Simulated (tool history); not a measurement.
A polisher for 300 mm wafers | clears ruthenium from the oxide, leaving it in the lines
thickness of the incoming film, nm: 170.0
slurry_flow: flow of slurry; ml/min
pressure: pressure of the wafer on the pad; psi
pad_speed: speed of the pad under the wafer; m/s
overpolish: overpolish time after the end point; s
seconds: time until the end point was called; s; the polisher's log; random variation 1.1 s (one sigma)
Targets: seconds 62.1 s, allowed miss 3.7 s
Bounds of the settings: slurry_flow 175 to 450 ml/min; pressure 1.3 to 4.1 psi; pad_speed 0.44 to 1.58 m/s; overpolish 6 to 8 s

run 1 hour=0 | slurry_flow=290 pressure=2.7 pad_speed=1 overpolish=8 | seconds=112.42
run 2 hour=2.1 | slurry_flow=340 pressure=2.7 pad_speed=1 overpolish=8 | seconds=113.73
run 3 hour=4.5 | slurry_flow=340 pressure=3 pad_speed=1.04 overpolish=8 | seconds=99.495
run 4 hour=11.3 | slurry_flow=340 pressure=3 pad_speed=1.3 overpolish=8 | seconds=81.883
run 5 hour=19.6 | slurry_flow=340 pressure=3.2 pad_speed=1.32 overpolish=8 | seconds=75.09
run 6 hour=23.6 | slurry_flow=340 pressure=3.3 pad_speed=1.32 overpolish=8 | seconds=75.024
run 7 hour=31.7 | slurry_flow=340 pressure=3.4 pad_speed=1.34 overpolish=8 | seconds=72.628
-- hour=33.6 slurry nozzle cleaned
run 8 hour=33.6 | slurry_flow=340 pressure=3.5 pad_speed=1.36 overpolish=8 | seconds=68.7

Which of these 5 next moves meets every target?
run A hour=35.5 | slurry_flow=345 pressure=3 pad_speed=1.32 overpolish=8 | seconds=?
run B hour=35.5 | slurry_flow=380 pressure=3.8 pad_speed=1.12 overpolish=7 | seconds=?
run C hour=35.5 | slurry_flow=305 pressure=3.7 pad_speed=1.44 overpolish=7 | seconds=?
run D hour=35.5 | slurry_flow=310 pressure=3.6 pad_speed=1.24 overpolish=8 | seconds=?
run E hour=35.5 | slurry_flow=275 pressure=3.6 pad_speed=1.08 overpolish=6 | seconds=?

move=A seconds=75.501
move=B seconds=74.12
move=C seconds=60.279
move=D seconds=71.081
move=E seconds=82.314
A: further off than the last run
B: further off than the last run
C: meets every target
D: further off than the last run
E: further off than the last run
The right move is C.
